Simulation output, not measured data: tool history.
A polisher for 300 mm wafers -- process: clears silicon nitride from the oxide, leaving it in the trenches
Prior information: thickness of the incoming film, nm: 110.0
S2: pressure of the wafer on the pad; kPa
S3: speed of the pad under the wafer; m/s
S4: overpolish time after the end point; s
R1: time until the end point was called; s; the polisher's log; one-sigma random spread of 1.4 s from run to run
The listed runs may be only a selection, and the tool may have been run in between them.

{"run": 1, "hour": 0.0, "flow of slurry (ml/min)": 300, "S2": 23.4, "S3": 0.98, "S4": 31, "R1": 108.45}
{"run": 2, "hour": 6.0, "flow of slurry (ml/min)": 300, "S2": 23.4, "S3": 0.76, "S4": 31, "R1": 135.47}
{"run": 3, "hour": 12.4, "flow of slurry (ml/min)": 300, "S2": 26.9, "S3": 0.78, "S4": 31, "R1": 116.19}
{"run": 4, "hour": 20.7, "flow of slurry (ml/min)": 260, "S2": 26.9, "S3": 0.78, "S4": 31, "R1": 119.27}
{"run": 5, "hour": 27.4, "flow of slurry (ml/min)": 315, "S2": 26.9, "S3": 0.78, "S4": 31, "R1": 113.24}
{"run": 6, "hour": 28.1, "flow of slurry (ml/min)": 320, "S2": 29, "S3": 0.8, "S4": 31, "R1": 104.86}

Predict the results of run 7:
{"run": 7, "hour": 33.8, "flow of slurry (ml/min)": 320, "S2": 31, "S3": 0.82, "S4": 31, "R1": "?"}

{"run 7": {"R1": 97.725}}
